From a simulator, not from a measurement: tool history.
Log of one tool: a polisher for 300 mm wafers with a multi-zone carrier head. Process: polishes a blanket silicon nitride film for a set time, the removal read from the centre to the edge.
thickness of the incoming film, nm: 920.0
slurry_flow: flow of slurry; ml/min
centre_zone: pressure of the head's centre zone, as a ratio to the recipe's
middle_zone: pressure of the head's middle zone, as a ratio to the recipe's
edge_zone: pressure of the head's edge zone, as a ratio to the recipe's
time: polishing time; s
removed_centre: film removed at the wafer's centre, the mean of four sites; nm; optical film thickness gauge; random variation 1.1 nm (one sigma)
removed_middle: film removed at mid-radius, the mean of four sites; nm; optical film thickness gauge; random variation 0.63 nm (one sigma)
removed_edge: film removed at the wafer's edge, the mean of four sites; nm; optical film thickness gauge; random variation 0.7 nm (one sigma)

Run 1, hour 0.0: slurry_flow 125 ml/min, centre_zone 1.00, middle_zone 1.00, edge_zone 1.00, time 84 s. Result: removed_centre 109.24 nm, removed_middle 108.940 nm, removed_edge 109.190 nm.
Run 2, hour 0.7: slurry_flow 135 ml/min, centre_zone 1.00, middle_zone 1.00, edge_zone 1.00, time 84 s. Result: removed_centre 111.28 nm, removed_middle 111.270 nm, removed_edge 111.410 nm.
Run 3, hour 7.1: slurry_flow 135 ml/min, centre_zone 1.04, middle_zone 1.00, edge_zone 1.00, time 84 s. Result: removed_centre 117.26 nm, removed_middle 112.280 nm, removed_edge 111.170 nm.
Run 4, hour 9.5: slurry_flow 135 ml/min, centre_zone 1.09, middle_zone 1.00, edge_zone 1.00, time 84 s. Result: removed_centre 119.83 nm, removed_middle 112.280 nm, removed_edge 111.400 nm.
Run 5, hour 15.0: slurry_flow 135 ml/min, centre_zone 1.09, middle_zone 1.00, edge_zone 1.00, time 72 s. Result: removed_centre 103.51 nm, removed_middle 94.590 nm, removed_edge 95.463 nm.
Run 6, hour 17.4: slurry_flow 140 ml/min, centre_zone 1.09, middle_zone 0.99, edge_zone 1.03, time 72 s. Result: removed_centre 104.49 nm, removed_middle 96.769 nm, removed_edge 96.823 nm.
Run 7, hour 23.2: slurry_flow 140 ml/min, centre_zone 1.09, middle_zone 0.99, edge_zone 1.03, time 72 s. Result: removed_centre 102.87 nm, removed_middle 95.671 nm, removed_edge 97.792 nm.
Run 8, hour 26.2: slurry_flow 145 ml/min, centre_zone 1.10, middle_zone 0.97, edge_zone 1.05, time 72 s. Result: removed_centre 103.98 nm, removed_middle 94.300 nm, removed_edge 98.360 nm.
Run 9, hour 30.3: slurry_flow 150 ml/min, centre_zone 1.11, middle_zone 0.96, edge_zone 1.07, time 73 s. Result: removed_centre 109.57 nm, removed_middle 95.557 nm, removed_edge 102.050 nm.

Forecast run 10:
Run 10, hour 36.7: slurry_flow 150 ml/min, centre_zone 1.11, middle_zone 0.95, edge_zone 1.09, time 73 s. Result: removed_centre ?, removed_middle ?, removed_edge ?.

{"run 10": {"removed_centre": 108.71, "removed_middle": 94.963, "removed_edge": 102.08}}

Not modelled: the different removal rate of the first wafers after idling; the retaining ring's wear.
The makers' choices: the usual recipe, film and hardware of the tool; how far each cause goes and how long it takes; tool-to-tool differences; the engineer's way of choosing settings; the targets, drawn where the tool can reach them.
